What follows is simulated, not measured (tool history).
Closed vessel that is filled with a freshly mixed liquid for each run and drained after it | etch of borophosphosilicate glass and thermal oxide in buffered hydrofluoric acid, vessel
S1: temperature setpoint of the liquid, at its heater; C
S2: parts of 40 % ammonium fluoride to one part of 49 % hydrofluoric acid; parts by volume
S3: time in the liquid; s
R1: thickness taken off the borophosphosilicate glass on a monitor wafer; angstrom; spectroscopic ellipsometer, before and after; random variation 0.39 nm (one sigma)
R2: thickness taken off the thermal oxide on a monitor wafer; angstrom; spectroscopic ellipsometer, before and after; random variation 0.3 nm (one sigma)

run	hour	S1	S2	S3	R1	R2
1	0	23	15	60	959.65	419.46
2	1	22.5	15	60	931.58	404.89
3	8.7	20.5	15	60	837.75	362.84
4	14.1	20.5	19	60	664.15	288.01
5	17.1	20.5	19	50	550.69	241.44
6	25.9	21.5	19	50	582.3	256.61

The next listed run, before its measurement:
7	33.8	22	19	50	?	?

Run 7 gave R1 607.05 angstrom, R2 259.56 angstrom.
